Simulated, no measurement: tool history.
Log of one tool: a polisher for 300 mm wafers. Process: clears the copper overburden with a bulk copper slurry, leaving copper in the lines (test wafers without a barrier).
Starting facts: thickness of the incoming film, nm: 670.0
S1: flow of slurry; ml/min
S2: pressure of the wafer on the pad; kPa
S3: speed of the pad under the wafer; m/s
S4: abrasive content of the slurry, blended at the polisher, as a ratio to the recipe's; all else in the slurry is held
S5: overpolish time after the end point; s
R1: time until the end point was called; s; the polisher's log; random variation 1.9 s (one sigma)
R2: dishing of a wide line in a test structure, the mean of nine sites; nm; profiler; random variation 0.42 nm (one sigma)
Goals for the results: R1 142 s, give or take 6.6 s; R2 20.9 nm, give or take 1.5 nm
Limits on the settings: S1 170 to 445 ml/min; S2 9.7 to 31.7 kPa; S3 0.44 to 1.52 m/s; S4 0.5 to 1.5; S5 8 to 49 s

run  hour   S1    S2    S3    S4  S5      R1      R2
  1     0  285  20.7  0.98     1  25  63.302  49.739
  2   5.8  285  17.2   0.9     1  20  81.851  44.142
  3  13.4  330  15.2   0.8  1.15  17  95.221  38.842
  4  21.6  395  15.2   0.8  1.15  17  97.243  39.371
  5  23.9  445  15.2   0.8  1.15  17  95.177  38.946
  6  31.5  420  15.2   0.8  1.15  17  97.417  39.782
  7  37.9  350  13.8  0.74  1.25  14  110.58   34.32
  8    41  300  12.4  0.72   1.3  12  125.92  27.897
  9  44.9  285  11.7  0.72  1.35  11  132.61  26.887
 10  53.4  250    11  0.74   1.4  10   143.3  24.195
 11    61  225    11  0.76  1.45   9  138.68  23.023
 12  64.5  210    11  0.76  1.45   9   138.9  22.746

Exercise: of the 5 proposed moves below, exactly one satisfies all targets within the stated allowed misses. Which move is it?
  A    68  240   9.7     1   1.5  10   ?   ?
  B    68  170   9.7   0.9   1.5   8   ?   ?
  C    68  205  14.5  0.62   1.5   8   ?   ?
  D    68  175   9.7   0.9   1.5  12   ?   ?
  E    68  200   9.7  0.86  1.45  12   ?   ?

move      R1      R2
   A  122.48  25.585
   B  140.13  20.387
   C  123.46  23.005
   D  139.45  26.362
   E  142.55  26.038
A: its largest miss is bigger than the last run's
B: in spec on every target
C: its largest miss is bigger than the last run's
D: its largest miss is bigger than the last run's
E: its largest miss is bigger than the last run's
Move B is the one to make.

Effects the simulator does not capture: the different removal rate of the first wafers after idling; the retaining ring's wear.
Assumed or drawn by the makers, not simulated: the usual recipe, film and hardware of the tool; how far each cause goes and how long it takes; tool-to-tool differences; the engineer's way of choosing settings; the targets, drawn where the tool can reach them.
